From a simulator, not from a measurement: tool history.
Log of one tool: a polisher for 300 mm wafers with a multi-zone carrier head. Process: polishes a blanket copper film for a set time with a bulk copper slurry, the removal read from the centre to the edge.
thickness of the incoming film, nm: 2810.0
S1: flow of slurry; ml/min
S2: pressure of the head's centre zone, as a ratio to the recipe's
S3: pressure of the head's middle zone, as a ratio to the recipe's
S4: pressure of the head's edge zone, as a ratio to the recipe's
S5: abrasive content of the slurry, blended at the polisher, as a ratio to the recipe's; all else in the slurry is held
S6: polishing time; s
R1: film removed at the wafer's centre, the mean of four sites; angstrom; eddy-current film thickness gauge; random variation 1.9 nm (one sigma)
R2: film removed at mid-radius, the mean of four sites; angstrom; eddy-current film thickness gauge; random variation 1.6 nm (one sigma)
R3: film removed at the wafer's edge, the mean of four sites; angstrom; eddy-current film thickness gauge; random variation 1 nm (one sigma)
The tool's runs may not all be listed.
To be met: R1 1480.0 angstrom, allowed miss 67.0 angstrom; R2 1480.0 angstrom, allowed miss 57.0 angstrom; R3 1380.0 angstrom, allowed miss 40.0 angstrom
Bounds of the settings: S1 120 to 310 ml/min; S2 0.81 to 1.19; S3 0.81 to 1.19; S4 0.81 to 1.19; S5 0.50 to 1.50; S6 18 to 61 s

run 1 hour=0.0 | S1=200 S2=1.00 S3=1.00 S4=1.00 S5=1.00 S6=39 | R1=1570.9 R2=1540.8 R3=1592.8
run 2 hour=2.7 | S1=200 S2=1.00 S3=1.00 S4=1.00 S5=0.90 S6=39 | R1=1534.6 R2=1540.1 R3=1577.6
run 3 hour=9.9 | S1=200 S2=1.00 S3=1.06 S4=1.00 S5=0.90 S6=39 | R1=1556.8 R2=1630.9 R3=1561.7
run 4 hour=18.8 | S1=195 S2=1.01 S3=1.05 S4=0.97 S5=0.85 S6=39 | R1=1520.0 R2=1584.8 R3=1513.4
run 5 hour=22.3 | S1=195 S2=1.01 S3=1.05 S4=0.97 S5=0.85 S6=43 | R1=1688.0 R2=1756.4 R3=1675.0
run 6 hour=27.9 | S1=195 S2=1.01 S3=1.05 S4=0.93 S5=0.85 S6=43 | R1=1710.1 R2=1743.7 R3=1645.2
run 7 hour=32.5 | S1=190 S2=1.01 S3=1.04 S4=0.91 S5=0.75 S6=43 | R1=1639.1 R2=1680.3 R3=1585.2
run 8 hour=39.6 | S1=185 S2=1.01 S3=1.03 S4=0.89 S5=0.70 S6=43 | R1=1616.3 R2=1674.6 R3=1531.1
run 9 hour=44.9 | S1=180 S2=1.01 S3=1.01 S4=0.87 S5=0.65 S6=43 | R1=1577.2 R2=1573.4 R3=1513.5
run 10 hour=53.5 | S1=175 S2=1.01 S3=1.01 S4=0.86 S5=0.60 S6=43 | R1=1529.1 R2=1506.9 R3=1461.6
run 11 hour=56.8 | S1=170 S2=1.01 S3=1.01 S4=0.85 S5=0.60 S6=43 | R1=1562.1 R2=1530.4 R3=1452.7
run 12 hour=62.3 | S1=165 S2=1.00 S3=1.01 S4=0.84 S5=0.60 S6=43 | R1=1503.6 R2=1507.6 R3=1425.5
run 13 hour=68.1 | S1=160 S2=1.00 S3=1.01 S4=0.83 S5=0.60 S6=43 | R1=1553.0 R2=1523.3 R3=1433.1
run 14 hour=69.1 | S1=160 S2=1.00 S3=1.01 S4=0.83 S5=0.60 S6=43 | R1=1537.3 R2=1506.8 R3=1422.0

Which of these 5 next moves meets every target?
run A hour=70.1 | S1=200 S2=1.03 S3=1.10 S4=0.83 S5=0.50 S6=43 | R1=? R2=? R3=?
run B hour=70.1 | S1=130 S2=0.98 S3=1.02 S4=0.92 S5=0.85 S6=40 | R1=? R2=? R3=?
run C hour=70.1 | S1=135 S2=1.02 S3=1.09 S4=0.81 S5=0.70 S6=42 | R1=? R2=? R3=?
run D hour=70.1 | S1=160 S2=1.03 S3=1.08 S4=0.81 S5=0.60 S6=42 | R1=? R2=? R3=?
run E hour=70.1 | S1=215 S2=1.01 S3=1.02 S4=0.85 S5=0.60 S6=40 | R1=? R2=? R3=?

move=A R1=1555.0 R2=1639.2 R3=1398.4
move=B R1=1413.2 R2=1483.1 R3=1442.5
move=C R1=1497.5 R2=1594.8 R3=1380.2
move=D R1=1516.1 R2=1580.2 R3=1367.2
move=E R1=1484.2 R2=1495.7 R3=1373.2
A: brings the result that was furthest off to its target, and leaves another outside
B: further off than the last run
C: brings the result that was furthest off to its target, and leaves another outside
D: brings the result that was furthest off to its target, and leaves another outside
E: meets every target
Move E is the one to make.

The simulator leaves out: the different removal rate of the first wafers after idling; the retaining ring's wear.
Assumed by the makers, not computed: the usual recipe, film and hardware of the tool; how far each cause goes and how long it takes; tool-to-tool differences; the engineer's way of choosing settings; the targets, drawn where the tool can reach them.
